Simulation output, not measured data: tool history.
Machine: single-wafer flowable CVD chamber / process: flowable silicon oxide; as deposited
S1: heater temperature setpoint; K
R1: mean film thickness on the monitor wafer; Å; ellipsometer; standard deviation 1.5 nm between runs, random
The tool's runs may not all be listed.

run 1 day=0 | S1=368.15 chamber_pressure_(mTorr)=883 RF_power_(kW)=2.455 deposition_time_(s)=267 | R1=2018.9
run 2 day=0.346 | S1=368.15 chamber_pressure_(mTorr)=883 RF_power_(kW)=2.455 deposition_time_(s)=254 | R1=1919.3
run 3 day=0.679 | S1=368.15 chamber_pressure_(mTorr)=883 RF_power_(kW)=2.235 deposition_time_(s)=254 | R1=1889.1
run 4 day=0.767 | S1=365.15 chamber_pressure_(mTorr)=884 RF_power_(kW)=2.235 deposition_time_(s)=254 | R1=2119.3
run 5 day=0.892 | S1=363.15 chamber_pressure_(mTorr)=884 RF_power_(kW)=2.235 deposition_time_(s)=254 | R1=2286.4
run 6 day=1.221 | S1=363.15 chamber_pressure_(mTorr)=884 RF_power_(kW)=2.035 deposition_time_(s)=254 | R1=2251.5
run 7 day=1.442 | S1=362.15 chamber_pressure_(mTorr)=884 RF_power_(kW)=2.035 deposition_time_(s)=254 | R1=2321.7
run 8 day=1.638 | S1=357.15 chamber_pressure_(mTorr)=885 RF_power_(kW)=2.035 deposition_time_(s)=254 | R1=2791.7

Run 9 comes next. What will it give?
run 9 day=1.929 | S1=357.15 chamber_pressure_(mTorr)=885 RF_power_(kW)=2.035 deposition_time_(s)=254 | R1=?

{"run 9": {"R1": 2784.9}}
